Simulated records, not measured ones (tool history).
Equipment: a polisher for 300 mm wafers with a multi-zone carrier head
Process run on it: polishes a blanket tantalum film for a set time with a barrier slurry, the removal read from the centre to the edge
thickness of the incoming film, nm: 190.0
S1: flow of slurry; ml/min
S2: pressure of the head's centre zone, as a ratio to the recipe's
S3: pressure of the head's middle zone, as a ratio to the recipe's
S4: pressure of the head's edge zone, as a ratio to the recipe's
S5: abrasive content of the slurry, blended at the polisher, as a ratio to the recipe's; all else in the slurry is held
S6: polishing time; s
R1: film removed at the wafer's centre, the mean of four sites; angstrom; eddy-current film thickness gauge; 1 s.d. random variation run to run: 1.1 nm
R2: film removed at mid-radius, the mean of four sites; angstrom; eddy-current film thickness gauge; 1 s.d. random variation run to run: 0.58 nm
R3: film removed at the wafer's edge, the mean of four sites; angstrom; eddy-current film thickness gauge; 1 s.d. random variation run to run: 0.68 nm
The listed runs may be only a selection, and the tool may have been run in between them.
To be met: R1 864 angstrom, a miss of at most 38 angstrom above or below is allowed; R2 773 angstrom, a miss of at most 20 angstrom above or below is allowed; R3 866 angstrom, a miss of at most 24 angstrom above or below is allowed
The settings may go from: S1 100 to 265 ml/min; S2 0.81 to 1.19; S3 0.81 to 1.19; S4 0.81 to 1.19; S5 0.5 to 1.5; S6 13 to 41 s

| run | hour | S1 | S2 | S3 | S4 | S5 | S6 | R1 | R2 | R3 |
|---|---|---|---|---|---|---|---|---|---|---|
| 1 | 0 | 170 | 1 | 1 | 1 | 1 | 27 | 602.43 | 608.04 | 621.54 |
| 2 | 3.4 | 175 | 1.01 | 1 | 1.02 | 1.05 | 27 | 655.2 | 636.35 | 643.62 |
| 3 | 7.3 | 175 | 1.01 | 1 | 1.02 | 1.05 | 22 | 515.81 | 508.23 | 523.55 |
| 4 | 12.4 | 175 | 1.01 | 0.95 | 1.02 | 1.05 | 22 | 510.07 | 489.01 | 515.73 |
| 5 | 18.4 | 175 | 1.01 | 0.87 | 1.02 | 1.05 | 22 | 516.66 | 454.19 | 518.68 |
| 6 | 26.3 | 175 | 1.01 | 0.87 | 1.02 | 1.05 | 28 | 660.11 | 579.06 | 654.45 |
| 7 | 27.1 | 180 | 1.01 | 0.88 | 1.04 | 1.1 | 28 | 675.73 | 587.06 | 684.31 |
| 8 | 31.7 | 180 | 1.01 | 0.88 | 1.04 | 1.1 | 28 | 664.77 | 592.5 | 678.7 |
| 9 | 40.5 | 185 | 1.02 | 0.9 | 1.06 | 1.15 | 28 | 689.33 | 606.82 | 693.32 |
| 10 | 44.6 | 190 | 1.02 | 0.91 | 1.07 | 1.2 | 28 | 691.88 | 625.78 | 709.08 |
| 11 | 53.6 | 230 | 1.12 | 0.97 | 1.17 | 1.45 | 29 | 871.39 | 741.17 | 804.27 |
| 12 | 54.6 | 230 | 1.12 | 0.97 | 1.17 | 1.45 | 29 | 849.06 | 726.18 | 810.43 |
| 13 | 58.2 | 230 | 1.11 | 0.97 | 1.17 | 1.45 | 29 | 859.93 | 737.18 | 810.54 |
| 14 | 63 | 230 | 1.1 | 0.97 | 1.17 | 1.45 | 29 | 849.83 | 730.07 | 806 |
| 15 | 65.1 | 230 | 1.09 | 0.97 | 1.17 | 1.45 | 29 | 829.97 | 739.11 | 818.02 |
| 16 | 70.8 | 240 | 1.09 | 0.97 | 1.18 | 1.5 | 29 | 826.12 | 737.93 | 808.81 |

4 next moves are on the table. One of them brings every result within its allowed miss. Which?
| A | 76.5 | 240 | 1.03 | 0.91 | 1.19 | 1.5 | 32 | ? | ? | ? |
| B | 76.5 | 235 | 1.1 | 1.01 | 1.1 | 1.5 | 29 | ? | ? | ? |
| C | 76.5 | 215 | 1.17 | 0.9 | 1.19 | 1.45 | 31 | ? | ? | ? |
| D | 76.5 | 250 | 1.04 | 0.93 | 1.13 | 1.3 | 32 | ? | ? | ? |

| move | R1 | R2 | R3 |
|---|---|---|---|
| A | 871.42 | 768.82 | 911.77 |
| B | 841.87 | 758.15 | 797.09 |
| C | 937.73 | 721.69 | 867.7 |
| D | 859.25 | 763.95 | 869.4 |
A: the result that was furthest off in the last run now lies on the other side of its target
B: its largest miss is bigger than the last run's
C: brings the last run's worst result on target, with another outside its allowed miss
D: every result within its allowed miss
Answer: D
